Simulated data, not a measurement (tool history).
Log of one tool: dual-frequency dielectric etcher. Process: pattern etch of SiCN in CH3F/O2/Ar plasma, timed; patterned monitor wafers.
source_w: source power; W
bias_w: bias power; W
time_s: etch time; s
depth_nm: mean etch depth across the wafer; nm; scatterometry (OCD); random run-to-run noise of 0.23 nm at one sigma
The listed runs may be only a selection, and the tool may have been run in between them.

run	day	source_w	bias_w	time_s	depth_nm
1	0.000	530	89	75.5	34.654
2	0.104	600	89	75.5	36.761
3	0.354	630	92	76.0	37.275
4	0.725	670	92	76.0	38.612
5	0.792	590	92	76.0	36.443
6	1.054	620	95	77.0	38.338
7	1.288	640	98	77.5	39.558

Estimate the outcome of run 8 from the log above:
8	1.488	660	100	77.5	?

Run 8 gave depth_nm 40.371 nm.
